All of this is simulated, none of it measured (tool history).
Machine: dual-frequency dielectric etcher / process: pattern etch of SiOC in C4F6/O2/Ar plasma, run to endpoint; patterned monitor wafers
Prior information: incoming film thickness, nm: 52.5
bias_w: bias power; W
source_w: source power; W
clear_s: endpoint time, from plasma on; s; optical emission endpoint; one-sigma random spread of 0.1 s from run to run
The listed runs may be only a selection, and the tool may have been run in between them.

run,day,bias_w,source_w,clear_s
1,0,620,260,19.277
2,0.367,660,270,18.335
3,0.392,686,270,18.227
4,0.638,769,270,17.234
5,0.854,769,290,16.801
6,1,777,290,16.713

What does the tool deliver on the next run?
7,1.071,783,290,?

{"run 7": {"clear_s": 16.731}}

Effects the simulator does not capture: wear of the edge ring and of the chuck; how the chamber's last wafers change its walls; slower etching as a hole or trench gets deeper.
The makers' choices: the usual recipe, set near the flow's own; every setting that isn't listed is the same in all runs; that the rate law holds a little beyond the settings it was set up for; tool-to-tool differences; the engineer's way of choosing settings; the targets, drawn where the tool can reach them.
